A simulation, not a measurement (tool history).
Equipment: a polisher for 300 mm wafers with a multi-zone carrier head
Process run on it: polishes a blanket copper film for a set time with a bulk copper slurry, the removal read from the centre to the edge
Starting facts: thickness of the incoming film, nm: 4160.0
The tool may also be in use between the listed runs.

| run | hour | flow of slurry (ml/min) | pressure of the head's centre zone | pressure of the head's middle zone | pressure of the head's edge zone | abrasive content of the slurry | polishing time (s) | film removed at the wafer's centre (Å) | film removed at mid-radius (Å) | film removed at the wafer's edge (Å) |
|---|---|---|---|---|---|---|---|---|---|---|
| 1 | 0.0 | 295 | 1.00 | 1.00 | 1.00 | 1.00 | 83 | 13058.0 | 12510.0 | 12615.0 |
| 2 | 2.0 | 295 | 1.00 | 1.00 | 0.97 | 1.00 | 83 | 13002.0 | 12711.0 | 12530.0 |
| 3 | 8.1 | 295 | 1.00 | 1.00 | 0.96 | 0.95 | 80 | 12488.0 | 11821.0 | 11868.0 |
| 4 | 17.0 | 295 | 1.00 | 1.00 | 0.96 | 0.95 | 68 | 10607.0 | 10389.0 | 10112.0 |
| 5 | 23.6 | 295 | 1.00 | 1.06 | 0.96 | 0.95 | 68 | 10487.0 | 10516.0 | 10053.0 |
| 6 | 29.8 | 295 | 0.94 | 1.06 | 0.96 | 0.95 | 68 | 9981.7 | 10843.0 | 10175.0 |
| 7 | 38.4 | 295 | 0.94 | 1.06 | 0.95 | 0.90 | 67 | 9619.5 | 10386.0 | 9850.9 |
| 8 | 47.0 | 295 | 0.94 | 1.07 | 0.94 | 0.85 | 66 | 9594.5 | 10317.0 | 9403.0 |
| 9 | 50.9 | 295 | 0.93 | 1.06 | 0.94 | 0.80 | 65 | 9034.8 | 9818.7 | 9029.4 |
| 10 | 54.0 | 295 | 0.93 | 1.05 | 0.93 | 0.75 | 65 | 8913.1 | 9579.3 | 8762.1 |
| 11 | 62.1 | 295 | 0.92 | 1.04 | 0.92 | 0.75 | 65 | 8670.4 | 9534.6 | 8953.6 |
| 12 | 65.6 | 295 | 0.92 | 1.04 | 0.92 | 0.70 | 65 | 8520.7 | 9337.6 | 8889.1 |

Run 13 is up next; what results do you expect?
| 13 | 68.8 | 295 | 0.92 | 1.04 | 0.91 | 0.70 | 65 | ? | ? | ? |

film removed at the wafer's centre (Å): 8750.7
film removed at mid-radius (Å): 9496.7
film removed at the wafer's edge (Å): 8672.4
